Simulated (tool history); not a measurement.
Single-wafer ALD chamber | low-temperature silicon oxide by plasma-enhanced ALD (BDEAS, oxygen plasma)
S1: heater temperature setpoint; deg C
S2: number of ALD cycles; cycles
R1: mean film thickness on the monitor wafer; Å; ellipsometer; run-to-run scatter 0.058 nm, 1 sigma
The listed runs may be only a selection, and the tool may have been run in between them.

Run 1, hour 0: S1 115 deg C, S2 53 cycles. Result: R1 76.434 Å.
Run 2, hour 7.3: S1 115 deg C, S2 48 cycles. Result: R1 68.324 Å.
Run 3, hour 15.3: S1 105 deg C, S2 48 cycles. Result: R1 70.286 Å.
Run 4, hour 23.9: S1 105 deg C, S2 43 cycles. Result: R1 62.322 Å.
Run 5, hour 27.3: S1 105 deg C, S2 48 cycles. Result: R1 70.39 Å.
Run 6, hour 32.2: S1 103 deg C, S2 52 cycles. Result: R1 76.056 Å.

Run 7 comes next. What will it give?
Run 7, hour 36.8: S1 102 deg C, S2 56 cycles. Result: R1 ?.

R1: 82.703 Å
